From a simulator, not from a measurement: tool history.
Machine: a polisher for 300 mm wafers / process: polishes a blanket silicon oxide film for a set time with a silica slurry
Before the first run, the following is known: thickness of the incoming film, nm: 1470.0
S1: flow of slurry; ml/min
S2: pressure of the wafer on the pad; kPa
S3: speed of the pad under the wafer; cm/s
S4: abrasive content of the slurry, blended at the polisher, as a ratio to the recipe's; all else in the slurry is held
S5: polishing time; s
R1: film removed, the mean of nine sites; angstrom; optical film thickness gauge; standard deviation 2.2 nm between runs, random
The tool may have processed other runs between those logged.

| run | hour | S1 | S2 | S3 | S4 | S5 | R1 |
|---|---|---|---|---|---|---|---|
| 1 | 0.0 | 215 | 33.8 | 100 | 1.0 | 70 | 2706.3 |
| 2 | 6.4 | 215 | 29.6 | 100 | 1.0 | 70 | 2365.7 |
| 3 | 9.8 | 215 | 35.2 | 100 | 1.0 | 70 | 2788.7 |
| 4 | 16.6 | 215 | 33.1 | 100 | 1.0 | 70 | 2581.3 |
| 5 | 19.4 | 215 | 31.7 | 100 | 1.0 | 70 | 2488.3 |
| 6 | 20.3 | 250 | 31.7 | 100 | 1.0 | 70 | 2568.7 |
| 7 | 26.6 | 250 | 30.3 | 100 | 1.0 | 70 | 2424.6 |

The next listed run, before its measurement:
|  | 34.5 | slurry nozzle cleaned |
| 8 | 34.5 | 250 | 29.0 | 100 | 1.0 | 70 | ? |

For run 8 the tool returned R1 2500.8 angstrom.

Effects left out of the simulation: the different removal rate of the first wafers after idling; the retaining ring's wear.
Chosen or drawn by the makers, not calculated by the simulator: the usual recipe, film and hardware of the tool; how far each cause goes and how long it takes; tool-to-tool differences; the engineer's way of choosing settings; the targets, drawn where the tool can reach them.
